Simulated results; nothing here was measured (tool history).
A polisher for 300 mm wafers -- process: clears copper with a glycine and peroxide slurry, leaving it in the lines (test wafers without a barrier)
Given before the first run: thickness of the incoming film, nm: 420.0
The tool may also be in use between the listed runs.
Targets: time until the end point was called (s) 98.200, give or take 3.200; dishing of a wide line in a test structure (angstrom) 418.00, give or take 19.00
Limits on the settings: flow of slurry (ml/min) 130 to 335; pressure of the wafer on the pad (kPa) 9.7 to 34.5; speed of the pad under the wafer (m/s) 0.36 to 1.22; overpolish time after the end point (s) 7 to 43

run    day  flow of slurry (ml/min)  pressure of the wafer on the pad (kPa)  speed of the pad under the wafer (m/s)  overpolish time after the end point (s)  time until the end point was called (s)  dishing of a wide line in a test structure (angstrom)
  1  0.000                      215                                    22.1                                    0.78                                       22                                   77.719                                                 830.09
  2  0.146                      215                                    22.1                                    0.78                                       29                                   77.356                                                1036.70
  3  0.325                      185                                    22.1                                    0.78                                       29                                   79.733                                                1024.00
  4  0.533                      195                                    20.7                                    0.78                                       26                                   82.010                                                 914.50
  5  0.804                      195                                    20.7                                    0.78                                       19                                   82.369                                                 733.62
  6  1.088                      195                                    16.5                                    0.78                                       19                                   93.830                                                 629.25
  7  1.362                      200                                    15.9                                    0.78                                       17                                   94.053                                                 579.49
  8  1.571                      205                                    15.2                                    0.78                                       16                                   97.158                                                 541.49
  9  1.638                      210                                    15.2                                    0.78                                       15                                   96.011                                                 506.34
 10  1.675                      215                                    15.2                                    0.78                                       15                                   96.700                                                 515.39
     1.850  -- head pressure recalibrated
 11  1.850                      220                                    15.2                                    0.78                                       14                                  103.160                                                 460.55
 12  2.004                      215                                    17.2                                    0.80                                       10                                   93.718                                                 366.01
 13  2.167                      210                                    16.5                                    0.80                                       10                                   96.301                                                 351.29

Consider the 5 candidate settings below. Which is the only one whose results all fall within their allowed miss of target?
  A  2.329                      185                                    20.0                                    0.74                                       13                                        ?                                                      ?
  B  2.329                      195                                    17.2                                    0.78                                       13                                        ?                                                      ?
  C  2.329                      195                                    15.9                                    0.88                                        8                                        ?                                                      ?
  D  2.329                      235                                    17.2                                    0.86                                       12                                        ?                                                      ?
  E  2.329                      185                                    19.3                                    0.70                                       12                                        ?                                                      ?

move  time until the end point was called (s)  dishing of a wide line in a test structure (angstrom)
   A                                   93.547                                                 462.20
   B                                   97.402                                                 444.12
   C                                   93.684                                                 295.25
   D                                   88.586                                                 449.13
   E                                   99.266                                                 408.20
A: takes the result that was furthest off past its target
B: takes the result that was furthest off past its target
C: misses by more than the last run did
D: takes the result that was furthest off past its target
E: in spec on every target
Correct choice: E, which meets every target
